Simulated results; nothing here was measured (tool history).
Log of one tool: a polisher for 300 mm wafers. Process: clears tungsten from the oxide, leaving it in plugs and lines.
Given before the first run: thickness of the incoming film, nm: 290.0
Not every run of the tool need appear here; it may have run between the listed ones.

| run | hour | flow of slurry (ml/min) | pressure of the wafer on the pad (kPa) | speed of the pad under the wafer (cm/s) | abrasive content of the slurry | overpolish time after the end point (s) | time until the end point was called (s) |
|---|---|---|---|---|---|---|---|
| 1 | 0 | 280 | 19.3 | 124 | 1 | 50 | 67.207 |
| 2 | 8.9 | 280 | 19.3 | 108 | 1 | 50 | 75.36 |
| 3 | 11.2 | 280 | 16.5 | 108 | 1 | 50 | 88.074 |
| 4 | 20.2 | 280 | 18.6 | 108 | 1 | 50 | 79.312 |
| 5 | 22.2 | 280 | 15.9 | 108 | 1 | 50 | 91.728 |
| 6 | 30.3 | 280 | 11 | 108 | 1 | 50 | 129.54 |
| 7 | 37.7 | 280 | 14.5 | 108 | 1 | 50 | 100.46 |

Run 8 has not been measured yet. What should we expect?
| 8 | 44.4 | 280 | 17.2 | 108 | 1 | 50 | ? |

time until the end point was called (s): 85.391
